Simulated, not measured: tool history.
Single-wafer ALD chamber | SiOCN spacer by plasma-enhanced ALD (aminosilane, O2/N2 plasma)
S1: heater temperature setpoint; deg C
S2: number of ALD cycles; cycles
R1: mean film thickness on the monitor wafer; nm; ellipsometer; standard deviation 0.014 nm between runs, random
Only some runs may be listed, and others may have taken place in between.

{"run": 1, "hour": 0.0, "S1": 400, "S2": 33, "R1": 1.9395}
{"run": 2, "hour": 4.7, "S1": 400, "S2": 31, "R1": 1.8084}
{"run": 3, "hour": 8.1, "S1": 406, "S2": 31, "R1": 1.8048}
{"run": 4, "hour": 13.8, "S1": 406, "S2": 33, "R1": 1.9204}
{"run": 5, "hour": 19.5, "S1": 400, "S2": 33, "R1": 1.9376}
{"run": 6, "hour": 23.1, "S1": 400, "S2": 35, "R1": 2.0614}

Run 7 comes next. What will it give?
{"run": 7, "hour": 26.4, "S1": 400, "S2": 36, "R1": "?"}

Run 7 yielded R1 2.121 nm.

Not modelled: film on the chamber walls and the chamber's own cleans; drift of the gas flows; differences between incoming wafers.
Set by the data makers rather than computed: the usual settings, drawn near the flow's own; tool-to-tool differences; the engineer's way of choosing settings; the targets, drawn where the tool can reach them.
